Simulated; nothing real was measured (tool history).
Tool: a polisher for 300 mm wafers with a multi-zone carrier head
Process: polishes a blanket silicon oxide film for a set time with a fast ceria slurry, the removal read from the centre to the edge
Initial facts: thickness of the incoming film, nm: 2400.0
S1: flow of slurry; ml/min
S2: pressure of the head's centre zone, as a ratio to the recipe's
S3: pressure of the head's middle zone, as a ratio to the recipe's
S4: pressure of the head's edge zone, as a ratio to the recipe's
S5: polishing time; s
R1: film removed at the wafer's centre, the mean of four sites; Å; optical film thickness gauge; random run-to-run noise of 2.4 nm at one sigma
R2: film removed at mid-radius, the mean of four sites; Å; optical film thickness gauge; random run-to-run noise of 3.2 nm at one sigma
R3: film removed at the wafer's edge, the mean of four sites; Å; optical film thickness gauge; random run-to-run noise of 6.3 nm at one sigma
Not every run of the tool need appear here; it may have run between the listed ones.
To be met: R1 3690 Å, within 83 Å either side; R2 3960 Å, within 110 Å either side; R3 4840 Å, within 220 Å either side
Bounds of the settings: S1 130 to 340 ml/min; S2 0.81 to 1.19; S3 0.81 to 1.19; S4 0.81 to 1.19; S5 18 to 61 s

run 1 hour=0 | S1=220 S2=1 S3=1 S4=1 S5=39 | R1=8010.2 R2=7992 R3=8175.9
run 2 hour=2.8 | S1=210 S2=0.97 S3=0.97 S4=1.01 S5=35 | R1=6830.1 R2=6947.8 R3=7454.7
run 3 hour=11.1 | S1=210 S2=0.97 S3=0.97 S4=1.01 S5=29 | R1=5743.8 R2=5841.7 R3=6051.7
run 4 hour=12.9 | S1=210 S2=0.97 S3=0.97 S4=1.01 S5=39 | R1=7603.3 R2=7704.5 R3=8043.4
run 5 hour=14.4 | S1=210 S2=0.97 S3=0.97 S4=0.95 S5=39 | R1=7561.3 R2=7824.8 R3=7899.3
run 6 hour=17.3 | S1=210 S2=0.97 S3=0.97 S4=0.89 S5=39 | R1=7573 R2=7777.2 R3=7579.9
run 7 hour=26.1 | S1=200 S2=0.95 S3=0.94 S4=0.91 S5=36 | R1=6929.8 R2=7043.1 R3=7220
run 8 hour=28.9 | S1=195 S2=0.93 S3=0.92 S4=0.93 S5=33 | R1=6184.7 R2=6276.2 R3=6479.2
run 9 hour=35.7 | S1=185 S2=0.91 S3=0.91 S4=0.97 S5=31 | R1=5562.1 R2=5756.3 R3=6300.5
run 10 hour=42.2 | S1=180 S2=0.89 S3=0.9 S4=0.98 S5=29 | R1=5039.7 R2=5366.3 R3=5853.7
run 11 hour=48.1 | S1=140 S2=0.84 S3=0.81 S4=1.08 S5=20 | R1=3172.5 R2=3249 R3=4186.9
run 12 hour=56.2 | S1=160 S2=0.84 S3=0.82 S4=1.08 S5=20 | R1=3240.9 R2=3373.9 R3=4183.8
run 13 hour=64.7 | S1=220 S2=0.83 S3=0.83 S4=1.18 S5=23 | R1=3901.3 R2=3988.8 R3=5408.4

Of the 4 settings listed for the next run, only one would bring every result within its allowed miss of target. Which one?
run A hour=73.2 | S1=145 S2=0.92 S3=0.87 S4=1.14 S5=22 | R1=? R2=? R3=?
run B hour=73.2 | S1=205 S2=0.84 S3=0.86 S4=1.12 S5=22 | R1=? R2=? R3=?
run C hour=73.2 | S1=225 S2=0.87 S3=0.81 S4=1.19 S5=21 | R1=? R2=? R3=?
run D hour=73.2 | S1=270 S2=0.81 S3=0.88 S4=1.16 S5=21 | R1=? R2=? R3=?

move=A R1=3838.3 R2=3814.3 R3=4670.6
move=B R1=3678.2 R2=3950.1 R3=4781.3
move=C R1=3678.4 R2=3626.6 R3=4749.4
move=D R1=3495.5 R2=3956.2 R3=4748.2
A: gets the furthest-off result to its target, but another result is out of tolerance
B: all results in spec
C: gets the furthest-off result to its target, but another result is out of tolerance
D: gets the furthest-off result to its target, but another result is out of tolerance
So the answer is move B, the one that meets all the targets.
